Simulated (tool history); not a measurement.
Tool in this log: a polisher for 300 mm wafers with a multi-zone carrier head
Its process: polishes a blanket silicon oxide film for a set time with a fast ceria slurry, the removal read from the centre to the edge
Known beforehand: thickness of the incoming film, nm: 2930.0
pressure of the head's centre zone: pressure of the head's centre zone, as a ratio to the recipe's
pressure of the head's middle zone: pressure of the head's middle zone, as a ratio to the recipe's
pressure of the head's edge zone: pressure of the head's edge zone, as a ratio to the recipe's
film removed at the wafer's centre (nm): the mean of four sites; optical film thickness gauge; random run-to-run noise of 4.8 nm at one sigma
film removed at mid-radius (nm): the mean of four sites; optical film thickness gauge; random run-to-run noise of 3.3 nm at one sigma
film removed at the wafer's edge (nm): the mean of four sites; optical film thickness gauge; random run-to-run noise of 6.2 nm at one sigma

run	day	flow of slurry (ml/min)	pressure of the head's centre zone	pressure of the head's middle zone	pressure of the head's edge zone	polishing time (s)	film removed at the wafer's centre (nm)	film removed at mid-radius (nm)	film removed at the wafer's edge (nm)
1	0	170	1	1	1	41	748.98	748.03	761.36
2	0.025	135	1	1	1	41	710.68	730.66	724.35
3	0.292	125	0.96	1	0.96	36	594.16	630.39	626.74
4	0.5	125	0.96	1	0.96	42	680.02	731.04	726.96
5	0.671	125	1.03	1	0.96	42	724.53	730.65	717.62
6	1	120	0.99	1.02	0.93	37	615.41	645.84	619.45
7	1.042	115	0.95	1.04	0.91	34	535.09	613.2	588.14

Run 8 has not been measured yet. What should we expect?
8	1.296	110	0.95	1.06	0.88	31	?	?	?

film removed at the wafer's centre (nm): 486.82
film removed at mid-radius (nm): 559.41
film removed at the wafer's edge (nm): 516.77
